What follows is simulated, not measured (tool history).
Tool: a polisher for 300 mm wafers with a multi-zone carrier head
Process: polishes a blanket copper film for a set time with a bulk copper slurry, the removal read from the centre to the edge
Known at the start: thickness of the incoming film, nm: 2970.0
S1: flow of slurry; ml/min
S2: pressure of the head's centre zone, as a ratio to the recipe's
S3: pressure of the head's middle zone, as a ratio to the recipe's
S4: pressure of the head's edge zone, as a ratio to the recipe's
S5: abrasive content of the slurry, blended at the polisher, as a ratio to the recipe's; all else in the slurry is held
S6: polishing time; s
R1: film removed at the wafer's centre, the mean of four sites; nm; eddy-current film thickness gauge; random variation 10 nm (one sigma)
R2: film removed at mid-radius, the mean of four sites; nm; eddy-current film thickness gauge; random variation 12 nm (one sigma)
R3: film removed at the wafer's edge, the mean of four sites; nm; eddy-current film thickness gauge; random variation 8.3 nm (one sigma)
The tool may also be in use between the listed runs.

run	hour	S1	S2	S3	S4	S5	S6	R1	R2	R3
1	0.0	175	1.00	1.00	1.00	1.00	84	826.20	851.74	872.50
2	2.3	190	1.03	1.03	1.03	1.05	84	854.84	884.35	910.12
3	4.8	190	1.00	1.03	1.03	1.05	84	843.45	875.97	905.30
4	5.4	200	1.04	1.06	1.03	1.10	84	896.90	921.73	914.77
5	8.4	210	1.06	1.08	1.05	1.15	84	921.24	943.38	931.61
6	10.5	215	1.08	1.10	1.07	1.20	84	932.52	962.64	947.19
7	16.5	215	1.08	1.10	1.07	1.20	84	956.16	963.23	950.35
8	25.3	220	1.09	1.11	1.08	1.25	84	964.15	972.42	961.11

The next listed run, before its measurement:
9	28.0	225	1.10	1.12	1.09	1.30	84	?	?	?

{"run 9": {"R1": 975.03, "R2": 981.83, "R3": 977.99}}
